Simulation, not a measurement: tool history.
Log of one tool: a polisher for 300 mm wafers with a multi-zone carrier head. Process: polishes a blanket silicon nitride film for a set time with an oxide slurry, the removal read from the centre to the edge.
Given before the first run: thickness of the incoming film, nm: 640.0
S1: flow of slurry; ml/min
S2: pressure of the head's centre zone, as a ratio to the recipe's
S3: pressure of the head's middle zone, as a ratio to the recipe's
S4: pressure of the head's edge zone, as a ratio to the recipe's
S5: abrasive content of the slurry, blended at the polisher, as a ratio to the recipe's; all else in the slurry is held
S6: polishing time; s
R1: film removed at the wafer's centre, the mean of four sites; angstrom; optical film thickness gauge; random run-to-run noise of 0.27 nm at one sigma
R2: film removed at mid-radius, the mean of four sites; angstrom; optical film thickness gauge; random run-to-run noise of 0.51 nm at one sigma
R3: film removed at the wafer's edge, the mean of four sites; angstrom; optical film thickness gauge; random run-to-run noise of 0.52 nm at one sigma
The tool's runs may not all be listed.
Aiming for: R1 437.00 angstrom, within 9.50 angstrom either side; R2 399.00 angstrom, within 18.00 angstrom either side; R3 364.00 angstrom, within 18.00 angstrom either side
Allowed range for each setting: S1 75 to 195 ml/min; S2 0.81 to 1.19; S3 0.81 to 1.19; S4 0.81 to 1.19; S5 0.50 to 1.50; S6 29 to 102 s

Run 1, day 0.000: S1 125 ml/min, S2 1.00, S3 1.00, S4 1.00, S5 1.00, S6 65 s. Result: R1 318.81 angstrom, R2 317.64 angstrom, R3 309.00 angstrom.
Run 2, day 0.362: S1 135 ml/min, S2 1.02, S3 1.01, S4 1.01, S5 1.00, S6 65 s. Result: R1 332.62 angstrom, R2 328.48 angstrom, R3 317.94 angstrom.
Run 3, day 0.571: S1 140 ml/min, S2 1.04, S3 1.02, S4 1.01, S5 1.00, S6 65 s. Result: R1 340.24 angstrom, R2 324.42 angstrom, R3 319.02 angstrom.
Run 4, day 0.833: S1 140 ml/min, S2 1.04, S3 1.02, S4 1.01, S5 1.15, S6 65 s. Result: R1 361.87 angstrom, R2 345.34 angstrom, R3 335.24 angstrom.
Run 5, day 1.079: S1 140 ml/min, S2 0.98, S3 1.02, S4 1.01, S5 1.15, S6 65 s. Result: R1 341.13 angstrom, R2 345.68 angstrom, R3 338.82 angstrom.
Run 6, day 1.117: S1 140 ml/min, S2 0.98, S3 1.02, S4 1.01, S5 1.15, S6 57 s. Result: R1 298.80 angstrom, R2 302.67 angstrom, R3 303.10 angstrom.
Run 7, day 1.338: S1 140 ml/min, S2 0.98, S3 1.02, S4 1.01, S5 1.15, S6 57 s. Result: R1 300.99 angstrom, R2 300.81 angstrom, R3 300.79 angstrom.
Run 8, day 1.633: S1 145 ml/min, S2 1.00, S3 1.04, S4 1.01, S5 1.20, S6 57 s. Result: R1 312.34 angstrom, R2 311.43 angstrom, R3 306.30 angstrom.
Run 9, day 1.850: S1 150 ml/min, S2 1.02, S3 1.06, S4 1.01, S5 1.25, S6 57 s. Result: R1 328.44 angstrom, R2 324.29 angstrom, R3 321.95 angstrom.
Run 10, day 2.000: S1 155 ml/min, S2 1.04, S3 1.08, S4 1.00, S5 1.30, S6 57 s. Result: R1 344.43 angstrom, R2 343.78 angstrom, R3 316.58 angstrom.
Run 11, day 2.062: S1 160 ml/min, S2 1.06, S3 1.09, S4 1.01, S5 1.30, S6 57 s. Result: R1 352.48 angstrom, R2 346.49 angstrom, R3 320.51 angstrom.

Exactly one of the 5 candidate moves below puts every result within its allowed miss. Which one?
Run A, day 2.125: S1 170 ml/min, S2 1.10, S3 1.11, S4 0.99, S5 1.30, S6 62 s. Result: R1 ?, R2 ?, R3 ?.
Run B, day 2.125: S1 135 ml/min, S2 1.04, S3 1.11, S4 1.01, S5 1.30, S6 72 s. Result: R1 ?, R2 ?, R3 ?.
Run C, day 2.125: S1 185 ml/min, S2 0.91, S3 1.08, S4 1.19, S5 1.25, S6 49 s. Result: R1 ?, R2 ?, R3 ?.
Run D, day 2.125: S1 195 ml/min, S2 1.12, S3 1.08, S4 0.95, S5 1.25, S6 66 s. Result: R1 ?, R2 ?, R3 ?.
Run E, day 2.125: S1 180 ml/min, S2 1.12, S3 1.19, S4 0.92, S5 1.20, S6 65 s. Result: R1 ?, R2 ?, R3 ?.

move      R1      R2      R3
   A  394.07  370.87  346.48
   B  413.63  414.19  394.96
   C  256.92  287.58  298.56
   D  430.23  390.00  361.48
   E  411.50  396.71  341.62
A: nearer than the last run, and not there yet
B: nearer than the last run, and not there yet
C: moves away from the targets compared with the last run
D: hits every target within its allowed miss
E: nearer than the last run, and not there yet
Answer: D

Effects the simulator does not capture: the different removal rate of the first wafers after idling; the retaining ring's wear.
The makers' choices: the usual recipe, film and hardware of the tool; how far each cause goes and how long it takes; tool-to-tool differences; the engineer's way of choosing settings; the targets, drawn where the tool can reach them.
